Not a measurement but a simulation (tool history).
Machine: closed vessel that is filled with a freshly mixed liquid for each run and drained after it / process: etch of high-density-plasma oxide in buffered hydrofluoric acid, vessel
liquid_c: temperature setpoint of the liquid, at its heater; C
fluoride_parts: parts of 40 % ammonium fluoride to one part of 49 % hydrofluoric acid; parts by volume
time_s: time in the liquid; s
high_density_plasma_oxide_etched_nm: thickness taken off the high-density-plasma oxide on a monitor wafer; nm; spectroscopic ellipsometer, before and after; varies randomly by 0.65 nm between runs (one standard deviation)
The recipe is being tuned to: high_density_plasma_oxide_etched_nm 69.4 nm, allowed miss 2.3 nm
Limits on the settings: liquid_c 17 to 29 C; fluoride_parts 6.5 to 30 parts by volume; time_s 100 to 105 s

run,hour,liquid_c,fluoride_parts,time_s,high_density_plasma_oxide_etched_nm
1,0,21,18.5,100,73.68
2,5.3,21,18.5,100,75.249
3,6,21,18.5,105,77.838
4,14,20.5,18.5,105,75.469
5,17.2,20,18.5,105,73.05
6,24,20,18.5,105,73.159
7,25.7,19.5,18.5,105,72.011
# hour 27.1: thermometer replaced
8,27.1,18.5,18.5,105,73.31

5 next moves are on the table. One of them brings every result within its allowed miss. Which?
A,28.5,17,15.5,105,?
B,28.5,18.5,17.5,105,?
C,28.5,19,17.5,105,?
D,28.5,18.5,17,100,?
E,28.5,19,20,105,?

move,high_density_plasma_oxide_etched_nm
A,80.008
B,77.312
C,79.53
D,75.767
E,69.7
A: misses by more than the last run did
B: misses by more than the last run did
C: misses by more than the last run did
D: misses by more than the last run did
E: meets every target
E meets every target.
